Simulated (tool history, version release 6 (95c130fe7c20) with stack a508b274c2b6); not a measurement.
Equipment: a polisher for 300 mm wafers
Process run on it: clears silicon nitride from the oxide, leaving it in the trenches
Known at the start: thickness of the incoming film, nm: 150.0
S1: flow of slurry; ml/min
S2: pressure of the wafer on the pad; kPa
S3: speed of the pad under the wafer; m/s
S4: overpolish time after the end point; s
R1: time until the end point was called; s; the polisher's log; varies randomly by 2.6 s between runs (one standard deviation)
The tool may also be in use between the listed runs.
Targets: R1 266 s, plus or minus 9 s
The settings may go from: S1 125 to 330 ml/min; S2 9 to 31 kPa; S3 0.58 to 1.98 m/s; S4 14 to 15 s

run	hour	S1	S2	S3	S4	R1
1	0	210	20	1.28	14	130.79
2	1.5	210	17.9	1.24	14	148.29
3	3.4	210	17.9	1.38	14	132.55
4	12.3	205	15.9	1.32	14	155.28
5	16.9	200	14.5	1.28	14	175.43
6	17.7	200	14.5	1.28	15	171.92
7	26.6	195	13.1	1.24	15	195.98
8	34.6	195	13.1	1.24	15	197.49
9	40.2	195	13.1	1.24	15	196.91
10	44.4	190	12.4	1.22	15	212.58
11	45.9	180	11.7	1.22	15	220.61
12	46.9	175	9	1.14	15	291.69
13	50	185	9	1.14	15	293.03
14	52.3	185	9.7	1.14	15	274.29
15	61.1	185	9.7	1.14	15	278.23

4 next moves are on the table. One of them brings every result within its allowed miss. Which?
A	69.9	210	11.7	0.98	15	?
B	69.9	150	9.7	1.14	15	?
C	69.9	160	10.3	1	15	?
D	69.9	135	9	1.26	14	?

move	R1
A	266.08
B	283.75
C	301.17
D	278.77
A: each result inside its tolerance
B: misses by more than the last run did
C: misses by more than the last run did
D: as far off as the last run
Go with A: it meets all targets.

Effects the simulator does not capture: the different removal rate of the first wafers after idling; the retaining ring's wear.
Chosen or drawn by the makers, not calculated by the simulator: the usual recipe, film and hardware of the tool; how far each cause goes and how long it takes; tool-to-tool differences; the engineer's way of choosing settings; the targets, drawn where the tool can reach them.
